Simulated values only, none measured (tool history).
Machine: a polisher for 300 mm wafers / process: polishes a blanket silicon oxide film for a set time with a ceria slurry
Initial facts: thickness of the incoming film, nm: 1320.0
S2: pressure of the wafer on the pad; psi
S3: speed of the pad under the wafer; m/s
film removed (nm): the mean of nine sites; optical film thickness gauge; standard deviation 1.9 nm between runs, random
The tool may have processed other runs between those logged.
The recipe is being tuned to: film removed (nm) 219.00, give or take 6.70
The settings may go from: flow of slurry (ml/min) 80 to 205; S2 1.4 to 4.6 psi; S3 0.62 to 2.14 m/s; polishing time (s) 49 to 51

run 1 day=0.000 | flow_of_slurry_(ml/min)=135 S2=3.0 S3=1.38 polishing_time_(s)=49 | film_removed_(nm)=310.03
run 2 day=0.092 | flow_of_slurry_(ml/min)=130 S2=2.8 S3=1.38 polishing_time_(s)=49 | film_removed_(nm)=288.87
run 3 day=0.242 | flow_of_slurry_(ml/min)=125 S2=2.7 S3=1.38 polishing_time_(s)=49 | film_removed_(nm)=274.63
run 4 day=0.354 | flow_of_slurry_(ml/min)=120 S2=2.6 S3=1.38 polishing_time_(s)=49 | film_removed_(nm)=261.09
run 5 day=0.450 | flow_of_slurry_(ml/min)=115 S2=2.5 S3=1.38 polishing_time_(s)=49 | film_removed_(nm)=255.82
run 6 day=0.725 | flow_of_slurry_(ml/min)=135 S2=2.5 S3=1.38 polishing_time_(s)=49 | film_removed_(nm)=260.27
run 7 day=0.842 | flow_of_slurry_(ml/min)=130 S2=2.4 S3=1.38 polishing_time_(s)=49 | film_removed_(nm)=249.04
run 8 day=1.083 | flow_of_slurry_(ml/min)=125 S2=2.3 S3=1.38 polishing_time_(s)=49 | film_removed_(nm)=235.01

Consider the 5 candidate settings below. Which is the only one whose results all fall within their allowed miss of target?
run A day=1.325 | flow_of_slurry_(ml/min)=80 S2=1.8 S3=1.72 polishing_time_(s)=49 | film_removed_(nm)=?
run B day=1.325 | flow_of_slurry_(ml/min)=120 S2=2.3 S3=1.30 polishing_time_(s)=51 | film_removed_(nm)=?
run C day=1.325 | flow_of_slurry_(ml/min)=170 S2=1.6 S3=1.70 polishing_time_(s)=49 | film_removed_(nm)=?
run D day=1.325 | flow_of_slurry_(ml/min)=110 S2=2.4 S3=1.16 polishing_time_(s)=49 | film_removed_(nm)=?
run E day=1.325 | flow_of_slurry_(ml/min)=170 S2=2.6 S3=1.08 polishing_time_(s)=51 | film_removed_(nm)=?

move=A film_removed_(nm)=202.38
move=B film_removed_(nm)=228.66
move=C film_removed_(nm)=216.02
move=D film_removed_(nm)=200.66
move=E film_removed_(nm)=230.41
A: takes the result that was furthest off past its target
B: nearer the targets than the last run, but a result is still out of spec
C: all results in spec
D: takes the result that was furthest off past its target
E: nearer the targets than the last run, but a result is still out of spec
Move C is the one to make.
